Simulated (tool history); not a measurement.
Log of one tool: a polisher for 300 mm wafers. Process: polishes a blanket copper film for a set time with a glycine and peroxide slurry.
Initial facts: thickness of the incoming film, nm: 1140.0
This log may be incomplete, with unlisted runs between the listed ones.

| run | hour | flow of slurry (ml/min) | pressure of the wafer on the pad (psi) | speed of the pad under the wafer (cm/s) | polishing time (s) | film removed (nm) |
|---|---|---|---|---|---|---|
| 1 | 0 | 125 | 3.2 | 84 | 61 | 272.58 |
| 2 | 8 | 120 | 3 | 84 | 61 | 261 |
| 3 | 15.6 | 150 | 3 | 84 | 61 | 274.25 |
| 4 | 22.4 | 145 | 2.7 | 84 | 61 | 252.42 |
| 5 | 29.1 | 140 | 2.5 | 84 | 61 | 242.97 |
|  | 32.7 | worn pad replaced by a new one |
| 6 | 32.7 | 140 | 2.5 | 100 | 61 | 293.81 |
| 7 | 38.3 | 135 | 2.3 | 96 | 61 | 270.75 |
| 8 | 46 | 135 | 2.1 | 92 | 61 | 251.99 |

Run 9 is up next; what results do you expect?
| 9 | 49.6 | 135 | 2 | 88 | 61 | ? |

{"run 9": {"film removed (nm)": 234.7}}
